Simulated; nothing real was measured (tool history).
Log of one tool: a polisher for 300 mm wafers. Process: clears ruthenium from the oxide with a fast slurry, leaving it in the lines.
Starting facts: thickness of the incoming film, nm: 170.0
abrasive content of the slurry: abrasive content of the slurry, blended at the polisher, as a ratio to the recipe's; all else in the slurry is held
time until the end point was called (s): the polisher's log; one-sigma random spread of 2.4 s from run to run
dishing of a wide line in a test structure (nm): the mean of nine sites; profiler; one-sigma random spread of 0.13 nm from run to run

run  hour  flow of slurry (ml/min)  pressure of the wafer on the pad (psi)  speed of the pad under the wafer (cm/s)  abrasive content of the slurry  overpolish time after the end point (s)  time until the end point was called (s)  dishing of a wide line in a test structure (nm)
  1     0                      175                                     1.9                                       92                               1                                       18                                   64.759                                           21.236
  2   8.1                      200                                     1.9                                       92                               1                                       18                                   59.575                                           21.919
  3    14                      240                                     1.9                                       92                               1                                       18                                   61.295                                           21.848
  4  18.2                      195                                     1.6                                       80                               1                                       14                                   80.188                                           16.832
  5  22.2                      165                                     1.4                                       68                            1.15                                       11                                   100.94                                            12.23
     23.2  -- head pressure recalibrated
  6  23.2                      145                                     1.3                                       60                            1.25                                        9                                   108.62                                           9.6376
  7    29                      130                                     1.2                                       54                            1.35                                        8                                   123.62                                           7.5894
  8  35.1                      105                                     1.4                                       42                             1.5                                        5                                    143.8                                           4.5737
  9  36.3                      115                                     1.4                                       42                             1.5                                        5                                    137.7                                            4.705
 10  40.2                      125                                     1.4                                       42                             1.5                                        5                                   137.05                                           4.8632
 11  46.7                      130                                     1.4                                       44                             1.5                                        5                                   136.19                                           4.8897
 12  54.2                      130                                     1.6                                       46                             1.5                                       10                                   115.38                                           10.108
 13  59.2                      130                                     1.5                                       48                             1.5                                        8                                   117.63                                           8.3508
 14  62.8                      135                                     1.6                                       46                            1.45                                        7                                   116.18                                           7.6212

Run 15 comes next. What will it give?
 15  70.1                      130                                     1.5                                       48                            1.45                                        6                                        ?                                                ?

{"run 15": {"time until the end point was called (s)": 121.69, "dishing of a wide line in a test structure (nm)": 6.6186}}
